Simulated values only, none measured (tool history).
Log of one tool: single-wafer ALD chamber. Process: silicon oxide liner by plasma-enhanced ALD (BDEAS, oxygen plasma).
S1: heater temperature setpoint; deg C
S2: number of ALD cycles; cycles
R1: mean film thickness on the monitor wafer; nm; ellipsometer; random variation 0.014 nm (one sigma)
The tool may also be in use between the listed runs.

run 1 day=0 | S1=315 S2=47 | R1=3.9353
run 2 day=0.125 | S1=316 S2=46 | R1=3.8636
run 3 day=0.242 | S1=316 S2=45 | R1=3.7571
run 4 day=0.3 | S1=321 S2=45 | R1=3.7618
run 5 day=0.342 | S1=321 S2=44 | R1=3.6509
run 6 day=0.675 | S1=321 S2=40 | R1=3.3002
run 7 day=0.838 | S1=321 S2=41 | R1=3.4023

Forecast run 8:
run 8 day=0.996 | S1=321 S2=42 | R1=?

Run 8 gave R1 3.4767 nm.
